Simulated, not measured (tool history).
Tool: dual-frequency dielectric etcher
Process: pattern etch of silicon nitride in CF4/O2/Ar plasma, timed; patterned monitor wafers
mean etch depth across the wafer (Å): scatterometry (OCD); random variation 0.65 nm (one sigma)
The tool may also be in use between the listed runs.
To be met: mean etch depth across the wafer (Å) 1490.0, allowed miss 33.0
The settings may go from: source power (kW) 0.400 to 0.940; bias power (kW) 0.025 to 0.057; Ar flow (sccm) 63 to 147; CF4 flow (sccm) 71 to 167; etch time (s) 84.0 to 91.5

run	day	source power (kW)	bias power (kW)	Ar flow (sccm)	CF4 flow (sccm)	etch time (s)	mean etch depth across the wafer (Å)
1	0.000	0.670	0.041	105	119	91.5	2116.6
2	0.317	0.670	0.036	105	119	91.5	2051.9
3	0.662	0.670	0.041	105	119	91.5	2109.5
4	0.929	0.630	0.041	105	119	91.5	1980.3
5	1.212	0.600	0.041	105	119	91.5	1869.3
6	1.350	0.600	0.044	105	119	91.5	1895.2
7	1.633	0.580	0.044	105	119	91.5	1837.1
8	1.679	0.560	0.044	105	119	91.5	1774.0
9	1.717	0.540	0.044	105	119	91.5	1676.4
10	1.900	0.530	0.044	105	119	91.5	1673.4
11	1.979	0.520	0.044	105	119	91.5	1629.5
12	2.000	0.510	0.044	105	119	91.5	1590.1
13	2.367	0.500	0.044	105	119	91.5	1551.5

Which of these 4 next moves meets every target?
A	2.733	0.510	0.045	108	123	91.5	?
B	2.733	0.560	0.041	110	122	84.0	?
C	2.733	0.500	0.043	98	125	87.5	?
D	2.733	0.520	0.045	109	117	91.5	?

move	mean etch depth across the wafer (Å)
A	1605.0
B	1593.0
C	1505.6
D	1626.1
A: further off than the last run
B: further off than the last run
C: meets every target
D: further off than the last run
Move C is the one to make.
